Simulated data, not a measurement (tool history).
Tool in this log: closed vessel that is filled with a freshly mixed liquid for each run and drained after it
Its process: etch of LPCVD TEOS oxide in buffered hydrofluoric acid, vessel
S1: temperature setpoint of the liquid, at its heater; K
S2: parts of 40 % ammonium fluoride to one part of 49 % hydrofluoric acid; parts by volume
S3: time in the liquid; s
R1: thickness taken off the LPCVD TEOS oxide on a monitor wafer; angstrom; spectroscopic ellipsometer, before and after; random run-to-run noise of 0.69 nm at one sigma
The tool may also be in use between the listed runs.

{"run": 1, "day": 0.0, "S1": 298.15, "S2": 12, "S3": 30, "R1": 378.51}
{"run": 2, "day": 0.142, "S1": 300.15, "S2": 10.5, "S3": 30, "R1": 474.14}
{"run": 3, "day": 0.171, "S1": 303.15, "S2": 10.5, "S3": 30, "R1": 559.08}
{"run": 4, "day": 0.492, "S1": 303.15, "S2": 10.5, "S3": 30, "R1": 555.85}
{"run": 5, "day": 0.85, "S1": 305.15, "S2": 10.5, "S3": 30, "R1": 625.66}
{"run": 6, "day": 1.0, "S1": 305.15, "S2": 9.5, "S3": 30, "R1": 686.46}
{"run": 7, "day": 1.062, "S1": 305.15, "S2": 9, "S3": 30, "R1": 714.69}
{"run": 8, "day": 1.292, "S1": 305.15, "S2": 9, "S3": 30, "R1": 729.54}
{"run": 9, "day": 1.379, "S1": 305.15, "S2": 8.5, "S3": 30, "R1": 733.68}

For run 10, what comes out?
{"run": 10, "day": 1.579, "S1": 305.15, "S2": 8, "S3": 30, "R1": "?"}

{"run 10": {"R1": 784.33}}
